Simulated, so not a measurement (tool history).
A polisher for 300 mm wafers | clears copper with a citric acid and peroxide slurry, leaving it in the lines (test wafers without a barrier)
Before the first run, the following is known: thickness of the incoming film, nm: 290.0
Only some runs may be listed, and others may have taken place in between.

run,hour,flow of slurry (ml/min),pressure of the wafer on the pad (kPa),speed of the pad under the wafer (m/s),abrasive content of the slurry,overpolish time after the end point (s),time until the end point was called (s),dishing of a wide line in a test structure (nm)
1,0.0,145,23.4,1.22,1.0,19,102.800,30.348
2,5.5,145,23.4,1.22,1.0,14,102.120,25.602
3,14.3,140,22.1,1.22,1.0,16,110.670,25.671
4,21.2,140,24.8,1.22,1.0,16,99.259,28.381
5,23.3,140,24.8,1.40,1.0,16,85.137,31.443
6,31.5,140,29.6,1.40,1.0,16,71.973,36.370
7,39.6,135,26.9,1.40,1.0,18,79.438,37.152
8,44.1,130,24.8,1.40,1.0,19,88.890,33.939
9,49.5,125,23.4,1.40,1.0,20,94.548,34.090
10,56.7,120,22.1,1.40,1.0,21,99.186,33.720
11,60.9,120,22.1,1.40,1.0,21,99.880,33.807
12,69.3,115,20.7,1.40,1.0,22,108.680,32.978
13,76.6,110,20.0,1.40,1.0,23,110.480,32.988
14,82.8,110,18.6,1.40,1.0,24,120.860,33.360
15,90.8,110,17.9,1.40,1.0,24,126.590,31.059
16,96.2,110,17.2,1.40,1.0,24,129.690,29.669
17,104.9,110,16.5,1.40,1.0,25,135.220,29.144

Run 18 has not been measured yet. What should we expect?
18,106.5,110,16.5,1.40,1.0,26,?,?

Run 18 yielded time until the end point was called (s) 134.160, dishing of a wide line in a test structure (nm) 30.541.
